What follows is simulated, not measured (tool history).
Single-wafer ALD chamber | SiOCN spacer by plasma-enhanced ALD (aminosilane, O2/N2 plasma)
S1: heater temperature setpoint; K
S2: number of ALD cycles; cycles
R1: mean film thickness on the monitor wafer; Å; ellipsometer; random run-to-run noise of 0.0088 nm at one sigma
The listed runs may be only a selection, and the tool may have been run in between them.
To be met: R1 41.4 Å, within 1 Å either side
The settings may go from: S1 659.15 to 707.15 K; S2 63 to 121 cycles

{"run": 1, "hour": 0.0, "S1": 683.15, "S2": 92, "R1": 48.887}
{"run": 2, "hour": 3.6, "S1": 676.15, "S2": 92, "R1": 50.234}
{"run": 3, "hour": 6.6, "S1": 680.15, "S2": 88, "R1": 47.271}
{"run": 4, "hour": 9.7, "S1": 690.15, "S2": 88, "R1": 45.582}
{"run": 5, "hour": 18.2, "S1": 692.15, "S2": 86, "R1": 44.367}
{"run": 6, "hour": 25.0, "S1": 694.15, "S2": 85, "R1": 43.507}
{"hour": 30.7, "done": "thermocouple changed; heater temperature recalibrated"}
{"run": 7, "hour": 30.7, "S1": 696.15, "S2": 84, "R1": 43.472}
{"run": 8, "hour": 38.2, "S1": 697.15, "S2": 83, "R1": 42.687}

5 candidate next runs follow, results not yet known. Just one meets every target within its allowed miss. Identify it.
{"run": "A", "hour": 45.7, "S1": 685.15, "S2": 78, "R1": "?"}
{"run": "B", "hour": 45.7, "S1": 699.15, "S2": 88, "R1": "?"}
{"run": "C", "hour": 45.7, "S1": 694.15, "S2": 83, "R1": "?"}
{"run": "D", "hour": 45.7, "S1": 700.15, "S2": 85, "R1": "?"}
{"run": "E", "hour": 45.7, "S1": 695.15, "S2": 83, "R1": "?"}

move=A R1=41.751
move=B R1=44.824
move=C R1=43.045
move=D R1=43.139
move=E R1=42.892
A: hits every target within its allowed miss
B: its largest miss is bigger than the last run's
C: its largest miss is bigger than the last run's
D: its largest miss is bigger than the last run's
E: its largest miss is bigger than the last run's
Answer: A
